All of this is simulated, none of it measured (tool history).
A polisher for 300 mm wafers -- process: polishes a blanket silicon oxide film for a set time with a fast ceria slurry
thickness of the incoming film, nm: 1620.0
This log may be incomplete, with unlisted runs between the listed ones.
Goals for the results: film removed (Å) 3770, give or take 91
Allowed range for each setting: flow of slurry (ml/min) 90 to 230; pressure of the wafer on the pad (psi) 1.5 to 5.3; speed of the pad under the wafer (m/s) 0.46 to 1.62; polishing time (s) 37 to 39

| run | hour | flow of slurry (ml/min) | pressure of the wafer on the pad (psi) | speed of the pad under the wafer (m/s) | polishing time (s) | film removed (Å) |
|---|---|---|---|---|---|---|
| 1 | 0 | 150 | 3.4 | 1.04 | 37 | 6798.2 |
| 2 | 6.9 | 150 | 3.4 | 1.04 | 39 | 7161.4 |
| 3 | 14.8 | 170 | 3.4 | 1.04 | 39 | 7330.4 |
| 4 | 20.3 | 160 | 2.7 | 1.02 | 39 | 5752.7 |
| 5 | 25.8 | 160 | 3 | 1.02 | 39 | 6311.6 |
| 6 | 34.5 | 195 | 3 | 1.02 | 39 | 6459.7 |
| 7 | 39.5 | 190 | 2.5 | 1 | 39 | 5371.1 |
| 8 | 40.1 | 185 | 2.2 | 0.98 | 39 | 4662 |
| 9 | 41.6 | 180 | 2 | 0.98 | 39 | 4170.2 |
| 10 | 45.8 | 165 | 2 | 0.98 | 39 | 4166.8 |
| 11 | 50.8 | 150 | 2 | 0.98 | 39 | 4051.9 |
| 12 | 56.2 | 140 | 2 | 0.98 | 39 | 4044.2 |
| 13 | 60.3 | 130 | 2 | 0.98 | 39 | 3985.9 |
| 14 | 67.4 | 120 | 2 | 0.98 | 39 | 3922.8 |
| 15 | 71 | 115 | 2 | 0.98 | 39 | 3884.9 |

Exercise: of the 4 proposed moves below, exactly one satisfies all targets within the stated allowed misses. Which move is it?
| A | 74.6 | 120 | 1.9 | 1.12 | 38 | ? |
| B | 74.6 | 90 | 2.9 | 0.72 | 37 | ? |
| C | 74.6 | 125 | 2.1 | 0.96 | 39 | ? |
| D | 74.6 | 90 | 2.1 | 1.1 | 38 | ? |

| move | film removed (Å) |
|---|---|
| A | 4053.4 |
| B | 3803.3 |
| C | 4062.3 |
| D | 4041.8 |
A: lands further from the targets than the last run did
B: hits every target within its allowed miss
C: lands further from the targets than the last run did
D: lands further from the targets than the last run did
Correct choice: B, which meets every target
